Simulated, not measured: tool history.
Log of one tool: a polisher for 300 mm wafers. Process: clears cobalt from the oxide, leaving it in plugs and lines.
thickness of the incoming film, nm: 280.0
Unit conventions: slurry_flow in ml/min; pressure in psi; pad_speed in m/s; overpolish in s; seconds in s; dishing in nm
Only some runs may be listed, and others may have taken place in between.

| run | hour | slurry_flow | pressure | pad_speed | overpolish | seconds | dishing |
|---|---|---|---|---|---|---|---|
| 1 | 0 | 300 | 1.8 | 1.22 | 16 | 47.161 | 53.713 |
| 2 | 4.5 | 300 | 1.8 | 1.52 | 16 | 37.667 | 58.558 |
| 3 | 6.7 | 300 | 1.7 | 1.46 | 14 | 41.426 | 52.631 |
| 4 | 15.5 | 300 | 1.7 | 1.72 | 14 | 35.721 | 53.097 |
| 5 | 17.6 | 300 | 1.6 | 1.64 | 13 | 40.695 | 50.666 |
| 6 | 21 | 300 | 1.6 | 1.78 | 13 | 36.209 | 52.882 |
| 7 | 28.7 | 300 | 1.5 | 1.7 | 12 | 40.578 | 50.753 |
| 8 | 34 | 280 | 1.5 | 1.58 | 11 | 44.754 | 45.735 |
| 9 | 42.1 | 275 | 1.4 | 1.54 | 10 | 47.628 | 40.098 |
| 10 | 47.3 | 275 | 1.3 | 1.5 | 10 | 54.67 | 37.766 |

Expected results for the next run?
| 11 | 53.5 | 275 | 0.8 | 1.44 | 10 | ? | ? |

seconds: 87.136 s
dishing: 26.841 nm
